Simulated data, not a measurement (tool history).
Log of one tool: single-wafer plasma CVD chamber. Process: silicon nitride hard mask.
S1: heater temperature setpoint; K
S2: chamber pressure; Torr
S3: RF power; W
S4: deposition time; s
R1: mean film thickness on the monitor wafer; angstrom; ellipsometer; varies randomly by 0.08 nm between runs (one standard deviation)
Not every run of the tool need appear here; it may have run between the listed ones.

run	hour	S1	S2	S3	S4	R1
1	0.0	653.15	1.14	340	15.3	194.90
2	1.3	653.15	1.10	340	15.3	192.10
3	6.3	653.15	1.10	385	15.3	215.04
4	8.7	653.15	1.10	385	14.5	202.41
5	13.1	653.15	1.05	385	14.5	198.18
6	22.1	644.15	1.05	385	14.5	198.36
7	29.0	644.15	1.01	385	14.5	194.87
8	35.7	644.15	0.98	385	14.5	190.89
9	41.8	644.15	0.96	385	14.5	188.53
10	46.5	644.15	0.95	385	14.5	185.26
11	50.9	644.15	0.87	385	14.5	176.41
12	54.7	644.15	0.88	385	14.5	177.56

Run 13, settings as shown, results not yet in. Your forecast:
13	60.7	644.15	0.95	385	14.5	?

{"run 13": {"R1": 185.88}}

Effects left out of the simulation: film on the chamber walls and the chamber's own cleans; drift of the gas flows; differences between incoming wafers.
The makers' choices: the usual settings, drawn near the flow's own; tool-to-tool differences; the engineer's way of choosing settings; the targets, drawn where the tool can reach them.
